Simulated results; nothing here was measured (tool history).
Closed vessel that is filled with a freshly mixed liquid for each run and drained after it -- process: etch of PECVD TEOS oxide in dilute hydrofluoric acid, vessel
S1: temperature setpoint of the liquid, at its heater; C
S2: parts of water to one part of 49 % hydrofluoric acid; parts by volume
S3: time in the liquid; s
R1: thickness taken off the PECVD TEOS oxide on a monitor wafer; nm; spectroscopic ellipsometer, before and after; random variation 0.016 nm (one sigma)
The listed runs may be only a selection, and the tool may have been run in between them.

run	hour	S1	S2	S3	R1
1	0	24	220	35	2.694
2	8	22	230	35	2.3531
3	14.9	22	180	35	3.1242
4	17.2	22	180	30	2.6933
5	19.2	24	180	30	2.9867
6	24	22	200	30	2.3952

Run 7, settings as shown, results not yet in. Your forecast:
7	29	20.5	205	30	?

R1: 2.2212 nm
